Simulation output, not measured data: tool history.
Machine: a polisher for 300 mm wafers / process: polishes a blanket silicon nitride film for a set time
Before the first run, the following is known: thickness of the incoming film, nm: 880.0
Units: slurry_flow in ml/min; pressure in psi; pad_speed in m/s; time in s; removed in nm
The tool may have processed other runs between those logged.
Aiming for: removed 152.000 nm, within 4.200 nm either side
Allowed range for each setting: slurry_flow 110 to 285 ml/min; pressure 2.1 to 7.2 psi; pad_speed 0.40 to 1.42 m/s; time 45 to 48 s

Run 1, hour 0.0: slurry_flow 180 ml/min, pressure 4.6 psi, pad_speed 0.90 m/s, time 45 s. Result: removed 106.600 nm.
Run 2, hour 4.4: slurry_flow 225 ml/min, pressure 4.6 psi, pad_speed 0.90 m/s, time 45 s. Result: removed 109.890 nm.
Run 3, hour 12.5: slurry_flow 225 ml/min, pressure 3.6 psi, pad_speed 0.90 m/s, time 45 s. Result: removed 87.254 nm.
Run 4, hour 20.4: slurry_flow 230 ml/min, pressure 4.2 psi, pad_speed 0.90 m/s, time 45 s. Result: removed 101.840 nm.
Run 5, hour 21.5: slurry_flow 235 ml/min, pressure 4.6 psi, pad_speed 0.90 m/s, time 45 s. Result: removed 112.560 nm.
Run 6, hour 23.7: slurry_flow 235 ml/min, pressure 4.6 psi, pad_speed 1.04 m/s, time 45 s. Result: removed 125.920 nm.
Run 7, hour 29.5: slurry_flow 240 ml/min, pressure 4.8 psi, pad_speed 1.04 m/s, time 45 s. Result: removed 131.020 nm.
Run 8, hour 35.9: slurry_flow 245 ml/min, pressure 5.0 psi, pad_speed 1.04 m/s, time 45 s. Result: removed 135.700 nm.
Run 9, hour 41.1: slurry_flow 245 ml/min, pressure 5.1 psi, pad_speed 1.04 m/s, time 45 s. Result: removed 137.620 nm.
Run 10, hour 42.6: slurry_flow 245 ml/min, pressure 5.2 psi, pad_speed 1.04 m/s, time 45 s. Result: removed 142.180 nm.
Run 11, hour 51.0: slurry_flow 245 ml/min, pressure 5.3 psi, pad_speed 1.04 m/s, time 45 s. Result: removed 145.220 nm.
Run 12, hour 54.8: slurry_flow 245 ml/min, pressure 5.4 psi, pad_speed 1.04 m/s, time 45 s. Result: removed 147.720 nm.

Below are 5 possible settings for the next run. Only one of them brings all results inside the allowed miss of their targets. Which is it?
Run A, hour 58.6: slurry_flow 260 ml/min, pressure 5.3 psi, pad_speed 1.08 m/s, time 46 s. Result: removed ?.
Run B, hour 58.6: slurry_flow 200 ml/min, pressure 5.4 psi, pad_speed 1.02 m/s, time 45 s. Result: removed ?.
Run C, hour 58.6: slurry_flow 230 ml/min, pressure 5.2 psi, pad_speed 1.08 m/s, time 45 s. Result: removed ?.
Run D, hour 58.6: slurry_flow 215 ml/min, pressure 5.2 psi, pad_speed 0.98 m/s, time 48 s. Result: removed ?.
Run E, hour 58.6: slurry_flow 235 ml/min, pressure 5.2 psi, pad_speed 1.06 m/s, time 45 s. Result: removed ?.

move  removed
   A  152.630
   B  140.740
   C  144.540
   D  141.600
   E  142.790
A: all results in spec
B: further off than the last run
C: further off than the last run
D: further off than the last run
E: further off than the last run
So the answer is move A, the one that meets all the targets.
